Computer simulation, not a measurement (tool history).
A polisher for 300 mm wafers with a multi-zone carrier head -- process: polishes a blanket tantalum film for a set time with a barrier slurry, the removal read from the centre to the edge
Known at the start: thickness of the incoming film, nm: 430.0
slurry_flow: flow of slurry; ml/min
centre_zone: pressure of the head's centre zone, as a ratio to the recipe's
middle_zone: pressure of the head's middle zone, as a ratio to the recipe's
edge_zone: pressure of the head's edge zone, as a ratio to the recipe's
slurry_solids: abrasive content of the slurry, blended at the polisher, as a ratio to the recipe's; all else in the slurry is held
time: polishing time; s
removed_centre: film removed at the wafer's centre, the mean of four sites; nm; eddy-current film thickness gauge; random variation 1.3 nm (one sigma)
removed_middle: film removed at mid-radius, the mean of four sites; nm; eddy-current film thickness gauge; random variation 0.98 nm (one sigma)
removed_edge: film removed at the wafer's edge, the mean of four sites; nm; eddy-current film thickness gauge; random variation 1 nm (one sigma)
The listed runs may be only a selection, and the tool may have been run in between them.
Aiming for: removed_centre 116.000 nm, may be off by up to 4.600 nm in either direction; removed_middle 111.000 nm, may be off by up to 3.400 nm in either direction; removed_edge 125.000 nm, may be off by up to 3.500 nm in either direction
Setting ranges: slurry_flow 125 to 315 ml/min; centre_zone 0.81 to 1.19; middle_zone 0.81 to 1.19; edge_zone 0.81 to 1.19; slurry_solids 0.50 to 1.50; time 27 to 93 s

run	hour	slurry_flow	centre_zone	middle_zone	edge_zone	slurry_solids	time	removed_centre	removed_middle	removed_edge
1	0.0	205	1.00	1.00	1.00	1.00	59	89.883	92.829	96.221
2	2.3	205	1.00	1.00	1.03	1.00	59	90.073	93.250	98.017
3	6.4	205	1.00	1.00	1.03	1.00	46	71.071	73.995	76.073
4	13.5	205	1.00	1.00	1.09	1.00	46	70.459	73.437	78.341
5	15.7	205	1.00	1.00	1.14	1.00	46	70.484	73.031	79.361
6	17.0	205	1.05	1.00	1.14	1.00	46	74.168	72.954	80.287
7	24.8	210	1.06	1.00	1.15	1.10	50	82.970	83.133	90.473
8	33.6	215	1.08	0.99	1.16	1.20	52	90.409	89.205	95.930
9	40.9	210	1.08	0.97	1.17	1.25	55	98.259	91.144	103.810
10	45.7	215	1.07	0.97	1.18	1.30	56	98.905	94.294	108.360
11	53.8	225	1.08	0.97	1.18	1.35	57	102.920	97.926	111.350
12	61.2	225	1.08	0.97	1.18	1.40	58	106.070	101.540	113.620
13	68.8	225	1.08	0.97	1.18	1.40	59	109.360	104.230	117.900
14	72.5	230	1.08	0.97	1.18	1.45	59	109.380	103.970	118.010

Which one of the following 5 next-run settings gets every result inside its allowed miss? There is exactly one.
A	76.2	210	0.93	1.00	1.15	1.45	64	?	?	?
B	76.2	265	1.19	1.06	1.01	1.40	63	?	?	?
C	76.2	290	1.04	0.94	1.11	1.20	66	?	?	?
D	76.2	235	1.18	1.04	1.13	1.40	65	?	?	?
E	76.2	195	1.13	1.05	1.12	1.35	66	?	?	?

move	removed_centre	removed_middle	removed_edge
A	104.970	112.980	124.680
B	130.040	118.720	116.640
C	117.330	108.690	123.320
D	131.320	118.990	125.620
E	124.180	118.070	123.780
A: meets the target for the result that was furthest off, but another lies outside its allowed miss
B: the result that was furthest off in the last run now lies on the other side of its target
C: in spec on every target
D: the result that was furthest off in the last run now lies on the other side of its target
E: the result that was furthest off in the last run now lies on the other side of its target
The move that meets every target is C.
